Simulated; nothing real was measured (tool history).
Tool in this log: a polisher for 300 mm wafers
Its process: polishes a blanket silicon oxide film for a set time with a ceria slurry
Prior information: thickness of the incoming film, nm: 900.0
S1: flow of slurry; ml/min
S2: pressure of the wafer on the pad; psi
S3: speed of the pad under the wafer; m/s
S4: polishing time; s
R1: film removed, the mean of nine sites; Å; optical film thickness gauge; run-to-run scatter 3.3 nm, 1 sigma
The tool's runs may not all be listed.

{"run": 1, "hour": 0.0, "S1": 125, "S2": 2.6, "S3": 1.1, "S4": 33, "R1": 1241.3}
{"run": 2, "hour": 5.0, "S1": 130, "S2": 3, "S3": 1.14, "S4": 33, "R1": 1422}
{"run": 3, "hour": 13.2, "S1": 130, "S2": 3, "S3": 1.26, "S4": 33, "R1": 1589.9}
{"run": 4, "hour": 14.3, "S1": 130, "S2": 3, "S3": 1.04, "S4": 33, "R1": 1350.9}
{"run": 5, "hour": 17.3, "S1": 135, "S2": 3.3, "S3": 1.14, "S4": 33, "R1": 1577.7}
{"run": 6, "hour": 21.7, "S1": 135, "S2": 3.5, "S3": 1.22, "S4": 33, "R1": 1782.1}
{"run": 7, "hour": 23.2, "S1": 135, "S2": 3.6, "S3": 1.28, "S4": 33, "R1": 1977}

The next listed run, before its measurement:
{"hour": 25.9, "done": "worn pad replaced by a new one"}
{"run": 8, "hour": 25.9, "S1": 135, "S2": 3.7, "S3": 1.32, "S4": 33, "R1": "?"}

R1: 2239.9 Å
